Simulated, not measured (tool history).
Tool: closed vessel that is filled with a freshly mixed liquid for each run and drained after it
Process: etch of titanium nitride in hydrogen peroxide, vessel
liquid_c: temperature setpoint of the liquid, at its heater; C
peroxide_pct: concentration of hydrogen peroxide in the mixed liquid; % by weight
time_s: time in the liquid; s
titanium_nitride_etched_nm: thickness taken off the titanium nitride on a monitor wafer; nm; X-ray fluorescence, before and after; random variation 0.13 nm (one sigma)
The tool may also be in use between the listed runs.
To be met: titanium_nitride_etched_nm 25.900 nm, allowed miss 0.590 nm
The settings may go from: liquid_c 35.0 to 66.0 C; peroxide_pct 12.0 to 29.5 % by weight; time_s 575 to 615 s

run  hour  liquid_c  peroxide_pct  time_s  titanium_nitride_etched_nm
  1   0.0      51.0          20.0     575                      52.151
  2   5.0      51.0          18.5     575                      50.934
  3   7.0      49.0          18.5     575                      44.429
  4   8.6      49.0          18.5     615                      47.271
  5  15.1      43.5          18.5     615                      31.254
  6  16.3      50.0          18.5     615                      51.164
  7  21.6      50.0          18.5     615                      50.632
  8  27.3      42.0          18.0     615                      27.785
  9  30.7      41.5          18.0     615                      26.629

Which of these 5 next moves meets every target?
  A  34.1      42.0          17.0     575                           ?
  B  34.1      43.5          14.0     575                           ?
  C  34.1      42.0          18.0     615                           ?
  D  34.1      42.0          17.0     615                           ?
  E  34.1      41.5          17.5     615                           ?

move  titanium_nitride_etched_nm
   A                      25.911
   B                      27.857
   C                      28.052
   D                      27.713
   E                      26.843
A: meets every target
B: further off than the last run
C: further off than the last run
D: further off than the last run
E: further off than the last run
Move A is the one to make.

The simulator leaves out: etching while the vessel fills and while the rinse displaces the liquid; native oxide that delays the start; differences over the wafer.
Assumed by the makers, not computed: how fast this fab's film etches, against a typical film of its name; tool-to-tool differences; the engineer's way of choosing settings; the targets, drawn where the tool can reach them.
